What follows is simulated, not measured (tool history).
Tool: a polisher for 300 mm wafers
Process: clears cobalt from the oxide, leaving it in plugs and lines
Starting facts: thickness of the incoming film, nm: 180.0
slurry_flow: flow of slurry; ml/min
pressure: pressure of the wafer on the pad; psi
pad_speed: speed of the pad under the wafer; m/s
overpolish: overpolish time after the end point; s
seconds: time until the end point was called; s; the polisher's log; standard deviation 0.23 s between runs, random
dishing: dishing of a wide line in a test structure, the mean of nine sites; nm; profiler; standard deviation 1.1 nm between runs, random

run,hour,slurry_flow,pressure,pad_speed,overpolish,seconds,dishing
1,0,260,2,1.12,11,34.443,40.481
2,6.3,315,2,1.12,11,33.18,40.367
3,9.5,315,2,0.96,11,37.779,37.885
4,16.6,315,2.2,0.96,12,35.159,42.716
5,20,320,2.4,0.96,13,32.265,46.716
6,28.6,365,2.4,0.96,13,32.302,47.707

Run 7, settings as shown, results not yet in. Your forecast:
# hour 33.9: slurry nozzle cleaned
7,33.9,365,2.6,0.96,14,?,?

Run 7 gave seconds 28.19 s, dishing 52.592 nm.

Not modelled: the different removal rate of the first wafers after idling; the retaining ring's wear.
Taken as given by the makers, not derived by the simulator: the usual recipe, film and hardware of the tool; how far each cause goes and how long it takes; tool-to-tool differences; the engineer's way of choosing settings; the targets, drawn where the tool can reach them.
